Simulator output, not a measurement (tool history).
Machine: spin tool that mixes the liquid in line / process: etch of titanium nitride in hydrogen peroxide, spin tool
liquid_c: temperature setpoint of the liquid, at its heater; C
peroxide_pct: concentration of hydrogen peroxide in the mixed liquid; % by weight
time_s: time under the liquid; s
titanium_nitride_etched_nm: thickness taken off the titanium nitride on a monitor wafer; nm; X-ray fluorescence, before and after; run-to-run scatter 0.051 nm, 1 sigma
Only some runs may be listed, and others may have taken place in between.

run  hour  liquid_c  peroxide_pct  time_s  titanium_nitride_etched_nm
  1     0        46            18      70                      3.1115
  2   3.3        42            18      70                      2.2797
  3  10.1        44            18      70                      2.6603
  4  12.3      45.5            18      70                      3.0181
  5  20.8      45.5          20.5      70                      3.0739
  6  21.5        47          20.5      70                        3.46
  7  26.4      48.5          20.5      70                      3.8416
  8  34.6      49.5          20.5      70                      4.1669
     41.2  -- heated supply line repaired
  9  41.2      57.5          20.5      70                      9.6908

Run 10 is up next; what results do you expect?
 10  45.6      56.5          20.5      70                           ?

titanium_nitride_etched_nm: 8.9722 nm
